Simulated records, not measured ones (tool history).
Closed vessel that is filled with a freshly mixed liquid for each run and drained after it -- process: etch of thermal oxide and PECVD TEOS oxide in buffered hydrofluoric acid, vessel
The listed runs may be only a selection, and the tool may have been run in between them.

run  hour  temperature setpoint of the liquid (°C)  parts of 40 % ammonium fluoride to one part of 49 % hydrofluoric acid (parts by volume)  time in the liquid (s)  thickness taken off the thermal oxide on a monitor wafer (nm)  thickness taken off the PECVD TEOS oxide on a monitor wafer (nm)
  1   0.0                                     23.0                                                                                     15.5                      60                                                         43.367                                                            47.707
  2   7.0                                     21.0                                                                                     15.5                      60                                                         38.532                                                            42.705
  3  12.4                                     22.5                                                                                     15.5                      60                                                         41.600                                                            46.444
  4  20.3                                     24.0                                                                                     15.5                      60                                                         45.371                                                            50.590
  5  24.9                                     24.0                                                                                     15.5                      45                                                         34.149                                                            37.741
  6  30.4                                     25.0                                                                                     14.5                      45                                                         38.598                                                            42.526

What does the tool deliver on the next run?
  7  35.1                                     29.0                                                                                     11.0                      45                                                              ?                                                                 ?

Run 7 yielded thickness taken off the thermal oxide on a monitor wafer (nm) 61.623, thickness taken off the PECVD TEOS oxide on a monitor wafer (nm) 69.248.

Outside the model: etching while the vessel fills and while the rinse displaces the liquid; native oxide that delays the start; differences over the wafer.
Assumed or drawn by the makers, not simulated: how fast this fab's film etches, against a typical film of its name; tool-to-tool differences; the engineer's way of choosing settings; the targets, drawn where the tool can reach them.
